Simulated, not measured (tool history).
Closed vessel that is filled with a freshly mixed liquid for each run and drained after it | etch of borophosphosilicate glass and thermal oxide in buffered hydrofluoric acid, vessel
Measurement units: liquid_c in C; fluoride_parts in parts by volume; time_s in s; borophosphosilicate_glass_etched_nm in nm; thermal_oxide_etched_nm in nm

run	hour	liquid_c	fluoride_parts	time_s	borophosphosilicate_glass_etched_nm	thermal_oxide_etched_nm
1	0	23	16	60	58.947	45.05
2	8.5	25	16	60	66.317	50.041
3	15.1	25	16	70	77.207	58.682
4	19.4	21.5	16	70	63.44	47.984
5	28.4	21	16.5	70	60.278	45.625
6	35.2	21	12.5	70	78.574	59.397
7	39.4	20.5	13.5	70	70.932	53.792
8	41.2	17	18.5	70	43.148	32.963
9	43.2	17	19.5	70	40.484	30.901

Run 10 is up next; what results do you expect?
10	45.9	17	20	70	?	?

borophosphosilicate_glass_etched_nm: 39.864 nm
thermal_oxide_etched_nm: 30.04 nm

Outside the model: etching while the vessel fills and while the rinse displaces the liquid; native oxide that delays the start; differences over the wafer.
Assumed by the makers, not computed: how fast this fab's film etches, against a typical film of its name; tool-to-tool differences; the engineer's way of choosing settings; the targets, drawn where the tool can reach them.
